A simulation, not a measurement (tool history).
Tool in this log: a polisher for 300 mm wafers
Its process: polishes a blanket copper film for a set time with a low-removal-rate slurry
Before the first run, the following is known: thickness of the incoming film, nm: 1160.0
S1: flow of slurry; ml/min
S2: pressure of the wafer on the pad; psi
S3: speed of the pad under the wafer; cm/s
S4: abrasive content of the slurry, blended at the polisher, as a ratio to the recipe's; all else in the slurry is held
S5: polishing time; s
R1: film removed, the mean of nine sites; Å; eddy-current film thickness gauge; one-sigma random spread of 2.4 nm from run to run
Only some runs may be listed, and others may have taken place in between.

run	day	S1	S2	S3	S4	S5	R1
1	0.000	165	2.1	132	1.0	101	2384.0
2	0.292	175	2.3	132	1.0	101	2528.6
3	0.583	175	2.3	132	1.0	101	2571.2
4	0.646	175	2.5	132	1.0	101	2692.5
5	0.825	180	2.7	132	1.0	101	2845.2
6	0.879	180	2.7	112	1.0	101	2469.9
7	1.083	180	2.9	118	1.0	101	2713.3

Run 8 has not been measured yet. What should we expect?
8	1.108	185	3.0	124	1.0	101	?

{"run 8": {"R1": 2853.5}}

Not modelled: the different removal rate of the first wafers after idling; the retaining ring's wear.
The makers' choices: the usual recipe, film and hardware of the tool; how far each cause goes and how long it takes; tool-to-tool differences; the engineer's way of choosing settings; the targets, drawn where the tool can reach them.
